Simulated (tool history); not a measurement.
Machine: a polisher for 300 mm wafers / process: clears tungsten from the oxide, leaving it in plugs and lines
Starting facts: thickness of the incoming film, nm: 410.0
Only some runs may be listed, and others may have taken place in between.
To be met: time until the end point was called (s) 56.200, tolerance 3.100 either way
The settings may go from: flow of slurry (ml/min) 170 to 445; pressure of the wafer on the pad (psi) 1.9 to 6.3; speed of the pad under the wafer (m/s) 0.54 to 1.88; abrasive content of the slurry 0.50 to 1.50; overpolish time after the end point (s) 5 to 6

run  hour  flow of slurry (ml/min)  pressure of the wafer on the pad (psi)  speed of the pad under the wafer (m/s)  abrasive content of the slurry  overpolish time after the end point (s)  time until the end point was called (s)
  1   0.0                      285                                     4.1                                    1.20                            1.00                                        6                                   74.157
  2   4.8                      285                                     4.1                                    1.20                            1.00                                        6                                   76.507
  3   9.4                      285                                     3.2                                    1.20                            1.00                                        6                                   93.850
  4  16.6                      285                                     3.8                                    1.22                            1.00                                        6                                   79.464
  5  24.3                      285                                     4.2                                    1.24                            1.00                                        6                                   69.552
  6  29.6                      285                                     3.6                                    1.24                            1.00                                        6                                   83.469
  7  34.5                      285                                     4.0                                    1.26                            1.00                                        6                                   73.970
  8  37.2                      285                                     4.3                                    1.28                            1.00                                        6                                   66.125

Below are 4 possible settings for the next run. Only one of them brings all results inside the allowed miss of their targets. Which is it?
  A  39.9                      310                                     4.7                                    1.06                            0.95                                        5                                        ?
  B  39.9                      175                                     5.6                                    1.22                            0.90                                        5                                        ?
  C  39.9                      250                                     4.0                                    1.24                            0.80                                        5                                        ?
  D  39.9                      185                                     3.7                                    1.30                            0.80                                        6                                        ?

move  time until the end point was called (s)
   A                                   74.283
   B                                   57.159
   C                                   78.168
   D                                   82.001
A: moves away from the targets compared with the last run
B: each result inside its tolerance
C: moves away from the targets compared with the last run
D: moves away from the targets compared with the last run
B meets every target.
